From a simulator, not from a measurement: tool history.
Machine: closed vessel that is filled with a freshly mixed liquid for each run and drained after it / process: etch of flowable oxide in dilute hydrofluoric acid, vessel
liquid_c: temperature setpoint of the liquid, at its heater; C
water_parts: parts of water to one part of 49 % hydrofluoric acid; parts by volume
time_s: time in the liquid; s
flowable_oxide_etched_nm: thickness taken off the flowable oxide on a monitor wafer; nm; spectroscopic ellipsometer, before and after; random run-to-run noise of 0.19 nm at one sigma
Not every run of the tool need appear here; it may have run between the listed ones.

run,day,liquid_c,water_parts,time_s,flowable_oxide_etched_nm
1,0.000,22.0,110,30,10.637
2,0.025,23.5,100,30,12.718
3,0.108,25.0,100,30,13.373
4,0.271,25.0,100,30,13.520
5,0.338,25.0,80,30,17.212
6,0.550,26.0,80,30,17.762
7,0.704,30.0,70,30,24.299
8,0.975,29.5,70,30,24.017

Run 9 comes next. What will it give?
9,1.204,29.0,70,30,?

Run 9 measured flowable_oxide_etched_nm 23.546 nm.
